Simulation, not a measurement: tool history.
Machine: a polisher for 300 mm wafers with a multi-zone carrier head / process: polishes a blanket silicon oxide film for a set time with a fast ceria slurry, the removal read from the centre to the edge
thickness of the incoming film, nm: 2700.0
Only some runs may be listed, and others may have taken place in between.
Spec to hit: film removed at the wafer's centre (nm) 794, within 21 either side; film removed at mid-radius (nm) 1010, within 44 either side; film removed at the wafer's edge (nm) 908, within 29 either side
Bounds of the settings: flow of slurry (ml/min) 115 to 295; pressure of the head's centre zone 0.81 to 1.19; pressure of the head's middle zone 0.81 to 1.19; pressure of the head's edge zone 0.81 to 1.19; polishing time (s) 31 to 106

run  hour  flow of slurry (ml/min)  pressure of the head's centre zone  pressure of the head's middle zone  pressure of the head's edge zone  polishing time (s)  film removed at the wafer's centre (nm)  film removed at mid-radius (nm)  film removed at the wafer's edge (nm)
  1     0                      190                                   1                                   1                                 1                  68                                   764.46                           786.89                                 747.16
  2   4.3                      155                                   1                                   1                                 1                  68                                   727.61                           762.02                                 744.21
  3   9.6                      160                                0.99                                1.03                              1.03                  70                                   746.27                           795.36                                 772.09
  4  17.1                      160                                0.99                                1.03                              1.03                  87                                   934.12                           983.59                                 957.28
  5  22.2                      130                                0.99                                1.03                              1.03                  87                                   886.53                           954.62                                 943.81
  6  31.2                      125                                0.97                                1.05                              1.02                  87                                   865.51                           937.26                                 905.34
  7  36.8                      125                                0.95                                1.08                              1.04                  88                                   850.22                           968.58                                 926.77
  8  43.1                      125                                0.94                                 1.1                              1.04                  88                                   844.75                             1011                                 939.92

Exercise: of the 4 proposed moves below, exactly one satisfies all targets within the stated allowed misses. Which move is it?
  A  49.4                      115                                0.95                                0.95                              1.05                  92                                        ?                                ?                                      ?
  B  49.4                      160                                0.89                                1.12                              1.02                  83                                        ?                                ?                                      ?
  C  49.4                      125                                 0.9                                1.19                              1.03                  93                                        ?                                ?                                      ?
  D  49.4                      120                                0.98                                1.14                              1.01                  81                                        ?                                ?                                      ?

move  film removed at the wafer's centre (nm)  film removed at mid-radius (nm)  film removed at the wafer's edge (nm)
   A                                   866.21                           893.98                                  990.5
   B                                   805.83                           1008.4                                 933.22
   C                                   854.28                           1122.2                                 1006.1
   D                                   799.56                           930.62                                 862.12
A: lands further from the targets than the last run did
B: meets every target
C: lands further from the targets than the last run did
D: gets the furthest-off result to its target, but another result is out of tolerance
Go with B: it meets all targets.
